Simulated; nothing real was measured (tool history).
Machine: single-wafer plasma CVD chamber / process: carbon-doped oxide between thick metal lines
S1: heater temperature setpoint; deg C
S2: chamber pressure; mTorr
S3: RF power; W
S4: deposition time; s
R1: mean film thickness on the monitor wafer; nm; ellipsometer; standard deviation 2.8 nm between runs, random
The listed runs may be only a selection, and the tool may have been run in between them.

run 1 hour=0.0 | S1=340 S2=4620 S3=415 S4=211 | R1=960.50
run 2 hour=2.1 | S1=337 S2=4840 S3=415 S4=211 | R1=977.33
run 3 hour=5.4 | S1=337 S2=5120 S3=415 S4=211 | R1=988.04
run 4 hour=14.2 | S1=337 S2=5120 S3=415 S4=219 | R1=1017.10
run 5 hour=17.8 | S1=337 S2=5120 S3=390 S4=219 | R1=990.44
run 6 hour=20.2 | S1=334 S2=5250 S3=390 S4=219 | R1=1001.00
run 7 hour=21.6 | S1=334 S2=5250 S3=390 S4=219 | R1=998.48
run 8 hour=22.7 | S1=332 S2=5390 S3=390 S4=219 | R1=1013.90
run 9 hour=25.4 | S1=332 S2=5390 S3=390 S4=219 | R1=1011.40

Run 10 has not been measured yet. What should we expect?
run 10 hour=30.2 | S1=330 S2=5470 S3=390 S4=219 | R1=?

{"run 10": {"R1": 1022.0}}
